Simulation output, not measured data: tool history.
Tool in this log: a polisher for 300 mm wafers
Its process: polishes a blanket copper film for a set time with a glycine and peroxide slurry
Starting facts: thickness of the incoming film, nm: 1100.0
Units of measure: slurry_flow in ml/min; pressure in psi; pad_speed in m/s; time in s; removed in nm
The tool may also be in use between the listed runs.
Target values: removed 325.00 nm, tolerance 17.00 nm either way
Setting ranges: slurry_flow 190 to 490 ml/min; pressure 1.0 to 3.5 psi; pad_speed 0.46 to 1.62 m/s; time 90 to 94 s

{"run": 1, "day": 0.0, "slurry_flow": 315, "pressure": 2.2, "pad_speed": 1.04, "time": 90, "removed": 396.39}
{"run": 2, "day": 0.142, "slurry_flow": 315, "pressure": 2.2, "pad_speed": 1.04, "time": 94, "removed": 420.58}
{"run": 3, "day": 0.425, "slurry_flow": 315, "pressure": 2.1, "pad_speed": 1.04, "time": 94, "removed": 403.11}
{"run": 4, "day": 0.504, "slurry_flow": 315, "pressure": 2.1, "pad_speed": 1.04, "time": 90, "removed": 388.36}
{"run": 5, "day": 0.858, "slurry_flow": 315, "pressure": 2.1, "pad_speed": 1.22, "time": 90, "removed": 449.16}
{"run": 6, "day": 0.908, "slurry_flow": 315, "pressure": 2.1, "pad_speed": 1.4, "time": 90, "removed": 501.12}
{"run": 7, "day": 1.092, "slurry_flow": 315, "pressure": 2.0, "pad_speed": 1.38, "time": 90, "removed": 478.44}
{"run": 8, "day": 1.292, "slurry_flow": 315, "pressure": 1.9, "pad_speed": 1.38, "time": 90, "removed": 466.79}
{"run": 9, "day": 1.442, "slurry_flow": 315, "pressure": 1.8, "pad_speed": 1.36, "time": 90, "removed": 439.26}

Next run, 5 choices. One meets every target within its allowed miss, the rest don't. Which?
{"run": "A", "day": 1.592, "slurry_flow": 290, "pressure": 1.4, "pad_speed": 1.36, "time": 90, "removed": "?"}
{"run": "B", "day": 1.592, "slurry_flow": 315, "pressure": 1.8, "pad_speed": 1.22, "time": 90, "removed": "?"}
{"run": "C", "day": 1.592, "slurry_flow": 285, "pressure": 1.2, "pad_speed": 1.26, "time": 90, "removed": "?"}
{"run": "D", "day": 1.592, "slurry_flow": 290, "pressure": 1.8, "pad_speed": 1.2, "time": 90, "removed": "?"}
{"run": "E", "day": 1.592, "slurry_flow": 325, "pressure": 2.1, "pad_speed": 1.44, "time": 90, "removed": "?"}

move=A removed=376.94
move=B removed=401.62
move=C removed=327.55
move=D removed=394.22
move=E removed=507.30
A: moves toward the targets from the last run without getting all of them in spec
B: moves toward the targets from the last run without getting all of them in spec
C: in spec on every target
D: moves toward the targets from the last run without getting all of them in spec
E: misses by more than the last run did
Go with C: it meets all targets.
